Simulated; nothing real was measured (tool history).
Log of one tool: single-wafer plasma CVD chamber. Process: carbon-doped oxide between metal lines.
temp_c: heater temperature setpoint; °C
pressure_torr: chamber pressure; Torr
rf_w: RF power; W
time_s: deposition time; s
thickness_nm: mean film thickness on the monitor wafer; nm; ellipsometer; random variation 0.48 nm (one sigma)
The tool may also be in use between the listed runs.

run	hour	temp_c	pressure_torr	rf_w	time_s	thickness_nm
1	0	335	4.28	650	20.5	116.35
2	2.6	338	4.02	635	20.5	112.92
3	7.9	341	3.82	620	20.5	108.37
4	9.8	344	3.71	615	20.5	106.27
5	17.6	346	3.63	615	20.5	105.79
6	26.2	348	3.51	610	20.5	104.92
7	32.3	354	3.06	570	20.5	95.78

The next listed run, before its measurement:
8	34	352	3.12	570	20.5	?

{"run 8": {"thickness_nm": 96.59}}
